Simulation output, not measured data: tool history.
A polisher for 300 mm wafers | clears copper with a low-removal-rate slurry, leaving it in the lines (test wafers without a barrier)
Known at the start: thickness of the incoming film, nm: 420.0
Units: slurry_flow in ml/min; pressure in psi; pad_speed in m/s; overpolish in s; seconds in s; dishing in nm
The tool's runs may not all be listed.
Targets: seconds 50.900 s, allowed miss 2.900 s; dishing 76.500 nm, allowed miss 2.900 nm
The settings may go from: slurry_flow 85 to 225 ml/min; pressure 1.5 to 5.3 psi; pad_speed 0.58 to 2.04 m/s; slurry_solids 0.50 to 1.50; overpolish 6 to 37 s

run 1 hour=0.0 | slurry_flow=145 pressure=3.4 pad_speed=1.30 slurry_solids=1.00 overpolish=19 | seconds=78.432 dishing=60.517
run 2 hour=7.9 | slurry_flow=145 pressure=4.2 pad_speed=1.30 slurry_solids=1.00 overpolish=19 | seconds=63.072 dishing=73.486
run 3 hour=15.7 | slurry_flow=145 pressure=4.2 pad_speed=1.30 slurry_solids=0.85 overpolish=19 | seconds=67.136 dishing=71.128
run 4 hour=16.7 | slurry_flow=150 pressure=4.3 pad_speed=1.30 slurry_solids=0.85 overpolish=18 | seconds=64.576 dishing=70.305
run 5 hour=24.0 | slurry_flow=150 pressure=4.3 pad_speed=1.30 slurry_solids=0.85 overpolish=12 | seconds=62.940 dishing=51.000
run 6 hour=31.8 | slurry_flow=165 pressure=4.3 pad_speed=1.30 slurry_solids=0.85 overpolish=12 | seconds=62.692 dishing=52.683
run 7 hour=35.3 | slurry_flow=165 pressure=4.5 pad_speed=1.30 slurry_solids=0.85 overpolish=13 | seconds=59.280 dishing=56.764
run 8 hour=36.0 | slurry_flow=165 pressure=4.5 pad_speed=1.30 slurry_solids=0.85 overpolish=13 | seconds=59.493 dishing=58.357
run 9 hour=40.1 | slurry_flow=165 pressure=4.6 pad_speed=1.30 slurry_solids=0.85 overpolish=13 | seconds=57.786 dishing=58.850
run 10 hour=41.7 | slurry_flow=165 pressure=4.7 pad_speed=1.30 slurry_solids=0.85 overpolish=14 | seconds=57.978 dishing=64.019
run 11 hour=47.8 | slurry_flow=165 pressure=4.8 pad_speed=1.30 slurry_solids=0.85 overpolish=14 | seconds=56.586 dishing=65.081
run 12 hour=51.1 | slurry_flow=165 pressure=4.9 pad_speed=1.30 slurry_solids=0.85 overpolish=14 | seconds=55.440 dishing=66.128
run 13 hour=54.4 | slurry_flow=165 pressure=5.0 pad_speed=1.30 slurry_solids=0.85 overpolish=14 | seconds=55.604 dishing=66.435
run 14 hour=62.1 | slurry_flow=165 pressure=5.1 pad_speed=1.30 slurry_solids=0.85 overpolish=14 | seconds=53.673 dishing=67.666
run 15 hour=64.8 | slurry_flow=170 pressure=5.2 pad_speed=1.30 slurry_solids=0.85 overpolish=15 | seconds=53.146 dishing=73.578

5 next moves are on the table. One of them brings every result within its allowed miss. Which?
run A hour=67.5 | slurry_flow=150 pressure=5.2 pad_speed=1.16 slurry_solids=0.85 overpolish=18 | seconds=? dishing=?
run B hour=67.5 | slurry_flow=225 pressure=5.1 pad_speed=1.08 slurry_solids=1.00 overpolish=18 | seconds=? dishing=?
run C hour=67.5 | slurry_flow=185 pressure=4.8 pad_speed=1.36 slurry_solids=0.60 overpolish=17 | seconds=? dishing=?
run D hour=67.5 | slurry_flow=170 pressure=5.2 pad_speed=1.34 slurry_solids=0.90 overpolish=18 | seconds=? dishing=?
run E hour=67.5 | slurry_flow=115 pressure=5.3 pad_speed=1.52 slurry_solids=0.65 overpolish=16 | seconds=? dishing=?

move=A seconds=58.434 dishing=77.073
move=B seconds=57.155 dishing=78.090
move=C seconds=57.906 dishing=73.950
move=D seconds=50.256 dishing=85.208
move=E seconds=51.706 dishing=77.463
A: brings the result that was furthest off to its target, and leaves another outside
B: brings the result that was furthest off to its target, and leaves another outside
C: brings the result that was furthest off to its target, and leaves another outside
D: takes the result that was furthest off past its target
E: meets every target
Move E is the one to make.
